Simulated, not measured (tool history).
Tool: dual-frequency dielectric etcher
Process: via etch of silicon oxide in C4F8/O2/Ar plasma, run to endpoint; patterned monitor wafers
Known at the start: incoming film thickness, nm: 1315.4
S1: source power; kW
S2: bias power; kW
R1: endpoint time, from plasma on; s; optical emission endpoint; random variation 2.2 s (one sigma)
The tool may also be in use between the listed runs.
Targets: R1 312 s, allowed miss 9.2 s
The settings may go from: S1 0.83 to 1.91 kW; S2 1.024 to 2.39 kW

Run 1, hour 0: S1 1.37 kW, S2 1.707 kW. Result: R1 358.85 s.
Run 2, hour 1.1: S1 1.44 kW, S2 1.744 kW. Result: R1 347.55 s.
Run 3, hour 3.7: S1 1.23 kW, S2 1.744 kW. Result: R1 379.89 s.
Run 4, hour 9.8: S1 1.23 kW, S2 2.019 kW. Result: R1 362.49 s.
Run 5, hour 15.9: S1 1.29 kW, S2 2.044 kW. Result: R1 355.82 s.
Run 6, hour 23.4: S1 1.35 kW, S2 2.069 kW. Result: R1 344.73 s.
Run 7, hour 29.5: S1 1.39 kW, S2 2.086 kW. Result: R1 335.87 s.
Run 8, hour 33.4: S1 1.42 kW, S2 2.096 kW. Result: R1 331.11 s.
Run 9, hour 39.3: S1 1.44 kW, S2 2.104 kW. Result: R1 328.95 s.
Run 10, hour 48: S1 1.46 kW, S2 2.112 kW. Result: R1 324.83 s.
Run 11, hour 53.4: S1 1.48 kW, S2 2.118 kW. Result: R1 323.75 s.

Which of these 5 next moves meets every target?
Run A, hour 58.8: S1 1.53 kW, S2 1.704 kW. Result: R1 ?.
Run B, hour 58.8: S1 1.49 kW, S2 2.347 kW. Result: R1 ?.
Run C, hour 58.8: S1 1.37 kW, S2 2.055 kW. Result: R1 ?.
Run D, hour 58.8: S1 1.47 kW, S2 2.003 kW. Result: R1 ?.
Run E, hour 58.8: S1 1.5 kW, S2 1.935 kW. Result: R1 ?.

move      R1
   A  335.63
   B  309.55
   C  338.63
   D  327.43
   E     327
A: further off than the last run
B: meets every target
C: further off than the last run
D: further off than the last run
E: further off than the last run
Answer: B
